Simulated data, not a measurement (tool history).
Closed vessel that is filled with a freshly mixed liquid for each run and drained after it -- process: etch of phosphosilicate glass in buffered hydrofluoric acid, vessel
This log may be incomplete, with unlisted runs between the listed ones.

| run | hour | temperature setpoint of the liquid (°C) | parts of 40 % ammonium fluoride to one part of 49 % hydrofluoric acid (parts by volume) | time in the liquid (s) | thickness taken off the phosphosilicate glass on a monitor wafer (Å) |
|---|---|---|---|---|---|
| 1 | 0.0 | 23.0 | 17.5 | 85 | 1884.8 |
| 2 | 2.3 | 22.0 | 18.0 | 85 | 1716.2 |
| 3 | 9.7 | 19.5 | 18.0 | 85 | 1499.5 |
| 4 | 10.6 | 21.0 | 18.0 | 85 | 1616.8 |
| 5 | 13.4 | 20.5 | 18.5 | 85 | 1525.2 |
| 6 | 14.2 | 20.5 | 18.5 | 95 | 1738.1 |

What will run 7 give?
| 7 | 20.3 | 20.0 | 19.0 | 95 | ? |

Logged for run 7: thickness taken off the phosphosilicate glass on a monitor wafer (Å) 1639.9.

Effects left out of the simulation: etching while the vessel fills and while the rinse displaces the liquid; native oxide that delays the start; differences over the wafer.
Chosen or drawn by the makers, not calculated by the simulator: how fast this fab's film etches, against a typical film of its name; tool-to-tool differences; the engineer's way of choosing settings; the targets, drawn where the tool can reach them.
